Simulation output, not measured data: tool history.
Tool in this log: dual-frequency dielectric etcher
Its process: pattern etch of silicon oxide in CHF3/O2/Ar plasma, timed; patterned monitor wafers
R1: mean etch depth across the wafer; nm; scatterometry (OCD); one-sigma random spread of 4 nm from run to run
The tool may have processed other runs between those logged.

run 1 hour=0 | source_power_(kW)=0.82 bias_power_(kW)=0.192 etch_time_(s)=353 | R1=738.5
run 2 hour=7.9 | source_power_(kW)=0.71 bias_power_(kW)=0.192 etch_time_(s)=353 | R1=690.91
run 3 hour=14.1 | source_power_(kW)=0.66 bias_power_(kW)=0.192 etch_time_(s)=353 | R1=681.18
run 4 hour=16.3 | source_power_(kW)=0.77 bias_power_(kW)=0.197 etch_time_(s)=353 | R1=727.18
run 5 hour=18.9 | source_power_(kW)=0.77 bias_power_(kW)=0.197 etch_time_(s)=325 | R1=664.19
run 6 hour=19.8 | source_power_(kW)=0.86 bias_power_(kW)=0.211 etch_time_(s)=328 | R1=715.79
run 7 hour=21.1 | source_power_(kW)=0.92 bias_power_(kW)=0.22 etch_time_(s)=331 | R1=755.89
run 8 hour=22.6 | source_power_(kW)=0.97 bias_power_(kW)=0.224 etch_time_(s)=331.5 | R1=775.57
-- hour=24.2 source power generator calibrated
run 9 hour=24.2 | source_power_(kW)=1.01 bias_power_(kW)=0.228 etch_time_(s)=332 | R1=808.69

For run 10, what comes out?
run 10 hour=30.5 | source_power_(kW)=1.03 bias_power_(kW)=0.229 etch_time_(s)=332 | R1=?

{"run 10": {"R1": 814.79}}
